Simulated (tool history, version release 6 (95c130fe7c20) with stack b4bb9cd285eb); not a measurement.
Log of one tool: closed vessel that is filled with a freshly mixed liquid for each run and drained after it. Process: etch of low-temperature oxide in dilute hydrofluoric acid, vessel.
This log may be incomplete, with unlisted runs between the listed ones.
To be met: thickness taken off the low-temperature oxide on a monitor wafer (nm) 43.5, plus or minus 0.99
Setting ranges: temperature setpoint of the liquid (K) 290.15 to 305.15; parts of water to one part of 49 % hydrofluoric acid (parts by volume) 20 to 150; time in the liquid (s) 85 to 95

| run | hour | temperature setpoint of the liquid (K) | parts of water to one part of 49 % hydrofluoric acid (parts by volume) | time in the liquid (s) | thickness taken off the low-temperature oxide on a monitor wafer (nm) |
|---|---|---|---|---|---|
| 1 | 0 | 297.15 | 85 | 85 | 33.409 |
| 2 | 7.3 | 299.15 | 85 | 85 | 36.374 |
| 3 | 13.6 | 300.15 | 85 | 85 | 37.721 |
| 4 | 19.4 | 300.15 | 110 | 85 | 28.252 |
| 5 | 26.7 | 300.15 | 110 | 95 | 31.37 |
| 6 | 33.3 | 302.65 | 110 | 95 | 34.848 |
| 7 | 41.8 | 303.15 | 105 | 95 | 37.354 |
| 8 | 47.7 | 303.65 | 105 | 95 | 37.884 |
| 9 | 52.4 | 304.15 | 105 | 95 | 38.797 |
| 10 | 56.8 | 304.65 | 105 | 95 | 39.256 |
| 11 | 64.7 | 305.15 | 100 | 95 | 42.414 |
| 12 | 69.9 | 305.15 | 95 | 95 | 44.9 |
| 13 | 77.5 | 305.15 | 95 | 95 | 44.965 |

Which single option among these 5 for the next run brings every result within its allowed miss of target? Just one does.
| A | 85.1 | 303.65 | 90 | 95 | ? |
| B | 85.1 | 302.15 | 80 | 90 | ? |
| C | 85.1 | 304.65 | 90 | 95 | ? |
| D | 85.1 | 302.65 | 85 | 90 | ? |
| E | 85.1 | 304.65 | 85 | 90 | ? |

| move | thickness taken off the low-temperature oxide on a monitor wafer (nm) |
|---|---|
| A | 44.834 |
| B | 45.785 |
| C | 46.546 |
| D | 43.613 |
| E | 47.04 |
A: gains on the last run, yet a result remains outside its allowed miss
B: misses by more than the last run did
C: misses by more than the last run did
D: every result within its allowed miss
E: misses by more than the last run did
The move that meets every target is D.
